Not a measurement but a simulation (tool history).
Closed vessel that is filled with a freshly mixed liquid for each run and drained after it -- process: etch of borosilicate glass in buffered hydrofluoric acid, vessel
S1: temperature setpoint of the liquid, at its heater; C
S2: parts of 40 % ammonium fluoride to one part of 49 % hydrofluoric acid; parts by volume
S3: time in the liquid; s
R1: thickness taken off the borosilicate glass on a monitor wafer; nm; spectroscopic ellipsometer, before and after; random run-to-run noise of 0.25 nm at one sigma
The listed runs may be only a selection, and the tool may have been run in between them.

{"run": 1, "hour": 0.0, "S1": 25, "S2": 20.5, "S3": 30, "R1": 20.13}
{"run": 2, "hour": 8.5, "S1": 28.5, "S2": 20.5, "S3": 30, "R1": 24.315}
{"run": 3, "hour": 10.5, "S1": 29, "S2": 18.5, "S3": 30, "R1": 27.802}
{"run": 4, "hour": 18.5, "S1": 29.5, "S2": 17, "S3": 30, "R1": 30.655}
{"hour": 27.0, "done": "thermometer replaced"}
{"run": 5, "hour": 27.0, "S1": 29.5, "S2": 11.5, "S3": 30, "R1": 42.274}
{"run": 6, "hour": 28.5, "S1": 29.5, "S2": 11.5, "S3": 30, "R1": 41.805}
{"run": 7, "hour": 35.2, "S1": 30, "S2": 11.5, "S3": 30, "R1": 43.206}

The next listed run, before its measurement:
{"run": 8, "hour": 41.1, "S1": 30.5, "S2": 11.5, "S3": 30, "R1": "?"}

Run 8 came out at R1 44.073 nm.
